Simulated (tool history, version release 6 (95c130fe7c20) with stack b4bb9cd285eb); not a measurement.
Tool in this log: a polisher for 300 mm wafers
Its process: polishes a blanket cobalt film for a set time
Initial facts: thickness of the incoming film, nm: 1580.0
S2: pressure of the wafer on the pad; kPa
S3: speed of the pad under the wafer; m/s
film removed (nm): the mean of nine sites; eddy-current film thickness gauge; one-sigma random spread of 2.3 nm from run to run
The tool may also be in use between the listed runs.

{"run": 1, "day": 0.0, "flow of slurry (ml/min)": 175, "S2": 9, "S3": 1.16, "polishing time (s)": 72, "film removed (nm)": 237.97}
{"run": 2, "day": 0.233, "flow of slurry (ml/min)": 175, "S2": 8.3, "S3": 1.16, "polishing time (s)": 72, "film removed (nm)": 222.67}
{"run": 3, "day": 0.458, "flow of slurry (ml/min)": 175, "S2": 8.3, "S3": 1.16, "polishing time (s)": 75, "film removed (nm)": 233.95}
{"run": 4, "day": 0.775, "flow of slurry (ml/min)": 175, "S2": 6.2, "S3": 1.16, "polishing time (s)": 75, "film removed (nm)": 190.96}
{"run": 5, "day": 0.921, "flow of slurry (ml/min)": 175, "S2": 7.6, "S3": 1.16, "polishing time (s)": 75, "film removed (nm)": 219.12}
{"run": 6, "day": 1.212, "flow of slurry (ml/min)": 145, "S2": 7.6, "S3": 1.16, "polishing time (s)": 75, "film removed (nm)": 212.28}

Run 7 has not been measured yet. What should we expect?
{"run": 7, "day": 1.346, "flow of slurry (ml/min)": 145, "S2": 6.9, "S3": 1.16, "polishing time (s)": 75, "film removed (nm)": "?"}

Logged for run 7: film removed (nm) 195.41.

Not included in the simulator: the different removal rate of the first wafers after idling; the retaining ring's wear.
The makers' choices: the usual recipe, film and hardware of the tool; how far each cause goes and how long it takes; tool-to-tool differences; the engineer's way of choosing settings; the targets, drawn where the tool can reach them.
